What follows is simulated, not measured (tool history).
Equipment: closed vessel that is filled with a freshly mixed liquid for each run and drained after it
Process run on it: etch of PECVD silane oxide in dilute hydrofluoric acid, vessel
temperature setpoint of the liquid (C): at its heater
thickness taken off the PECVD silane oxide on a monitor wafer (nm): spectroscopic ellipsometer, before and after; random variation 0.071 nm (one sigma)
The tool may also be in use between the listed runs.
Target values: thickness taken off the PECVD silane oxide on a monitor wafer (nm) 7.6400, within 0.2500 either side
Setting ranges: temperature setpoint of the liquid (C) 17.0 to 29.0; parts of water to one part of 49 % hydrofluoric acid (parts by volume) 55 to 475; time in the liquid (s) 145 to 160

run  hour  temperature setpoint of the liquid (C)  parts of water to one part of 49 % hydrofluoric acid (parts by volume)  time in the liquid (s)  thickness taken off the PECVD silane oxide on a monitor wafer (nm)
  1   0.0                                    21.0                                                                     265                     145                                                              7.0741
  2   2.7                                    21.0                                                                     265                     145                                                              7.0659
  3   8.2                                    21.5                                                                     265                     145                                                              7.2184
  4  15.4                                    21.5                                                                     175                     145                                                             12.1910
  5  22.5                                    20.5                                                                     185                     145                                                             10.8490
     27.8  -- thermometer replaced
  6  27.8                                    20.0                                                                     195                     145                                                              9.2216
  7  31.1                                    19.5                                                                     195                     145                                                              9.0222
  8  34.0                                    19.0                                                                     195                     145                                                              8.7053
  9  40.7                                    18.5                                                                     195                     145                                                              8.6598
 10  49.1                                    18.0                                                                     195                     145                                                              8.3031

Exactly one of the 5 candidate moves below puts every result within its allowed miss. Which one?
  A  57.5                                    21.0                                                                     220                     155                                                                   ?
  B  57.5                                    18.5                                                                     215                     145                                                                   ?
  C  57.5                                    18.5                                                                     185                     145                                                                   ?
  D  57.5                                    17.5                                                                     185                     150                                                                   ?
  E  57.5                                    18.0                                                                     205                     155                                                                   ?

move  thickness taken off the PECVD silane oxide on a monitor wafer (nm)
   A                                                              8.9050
   B                                                              7.7824
   C                                                              9.3054
   D                                                              9.2508
   E                                                              8.6361
A: misses by more than the last run did
B: each result inside its tolerance
C: misses by more than the last run did
D: misses by more than the last run did
E: misses by more than the last run did
Correct choice: B, which meets every target
